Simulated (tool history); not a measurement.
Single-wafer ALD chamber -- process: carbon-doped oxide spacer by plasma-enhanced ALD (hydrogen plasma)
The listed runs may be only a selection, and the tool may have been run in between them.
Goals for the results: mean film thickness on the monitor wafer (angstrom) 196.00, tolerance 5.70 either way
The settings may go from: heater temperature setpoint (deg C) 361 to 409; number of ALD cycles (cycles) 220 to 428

run	hour	heater temperature setpoint (deg C)	number of ALD cycles (cycles)	mean film thickness on the monitor wafer (angstrom)
1	0.0	385	324	160.79
2	7.8	385	297	146.63
3	11.4	385	258	128.55
4	12.0	385	290	143.55
5	15.0	391	290	144.72
6	20.4	391	329	164.19
7	21.0	391	329	164.31
8	28.3	391	343	171.17
9	32.1	391	354	176.01
10	37.7	391	363	180.38

4 candidate next runs follow, results not yet known. Just one meets every target within its allowed miss. Identify it.
A	43.3	397	315	?
B	43.3	392	336	?
C	43.3	381	331	?
D	43.3	389	392	?

move	mean film thickness on the monitor wafer (angstrom)
A	157.53
B	168.03
C	165.53
D	196.04
A: moves away from the targets compared with the last run
B: moves away from the targets compared with the last run
C: moves away from the targets compared with the last run
D: every result within its allowed miss
Correct choice: D, which meets every target

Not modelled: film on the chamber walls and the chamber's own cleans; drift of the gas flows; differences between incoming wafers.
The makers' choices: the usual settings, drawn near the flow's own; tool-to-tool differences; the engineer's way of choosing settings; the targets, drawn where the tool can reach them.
